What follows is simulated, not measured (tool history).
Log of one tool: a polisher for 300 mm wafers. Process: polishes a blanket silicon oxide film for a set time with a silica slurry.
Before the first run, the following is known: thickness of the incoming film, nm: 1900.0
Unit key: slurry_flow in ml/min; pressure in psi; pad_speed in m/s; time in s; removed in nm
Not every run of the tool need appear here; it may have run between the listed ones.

run  hour  slurry_flow  pressure  pad_speed  slurry_solids  time  removed
  1     0          150       4.9       0.96              1    44   138.71
  2   5.7          150       4.9       1.14              1    44   154.25
  3   8.1          150       5.6       1.14              1    44    169.4
  4  10.3          145         5       1.12              1    44   153.53
  5  18.8          145       4.5       1.12              1    44   143.11
  6  21.2          110       4.5       1.12              1    44   134.98
  7  28.5          110       4.2       1.12              1    44   128.27
  8  34.7          110         4       1.12              1    44   127.29
  9  43.3          110       3.7       1.12              1    44   120.05
 10  44.9          110       3.5       1.12              1    44   116.31

Expected results for the next run?
 11  45.5          110       3.4       1.12              1    44        ?

{"run 11": {"removed": 115.1}}

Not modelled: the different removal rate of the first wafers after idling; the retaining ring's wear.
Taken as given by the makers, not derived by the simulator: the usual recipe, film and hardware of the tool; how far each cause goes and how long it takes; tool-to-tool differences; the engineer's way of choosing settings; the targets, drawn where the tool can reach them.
